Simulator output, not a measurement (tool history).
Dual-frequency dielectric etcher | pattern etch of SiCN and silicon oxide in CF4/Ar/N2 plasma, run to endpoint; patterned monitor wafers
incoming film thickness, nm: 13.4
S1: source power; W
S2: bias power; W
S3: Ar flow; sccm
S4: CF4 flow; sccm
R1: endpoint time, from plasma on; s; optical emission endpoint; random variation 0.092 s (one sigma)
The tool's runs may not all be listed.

run    day   S1  S2   S3  S4      R1
  1  0.000  420  49  102  68  18.023
  2  0.133  450  49  102  68  16.545
  3  0.258  400  49  102  68  19.177
  4  0.471  430  49  102  68  17.587
  5  0.617  450  49  102  68  16.785
  6  0.788  450  49  102  62  16.830
  7  0.892  470  49  102  62  16.206
  8  1.133  490  49  102  62  15.522
  9  1.475  500  49  102  62  15.135
 10  1.775  510  49  102  62  14.577
 11  1.883  520  49  102  62  14.440

Forecast run 12:
 12  2.104  530  49  102  62   ?

Run 12 gave R1 14.223 s.
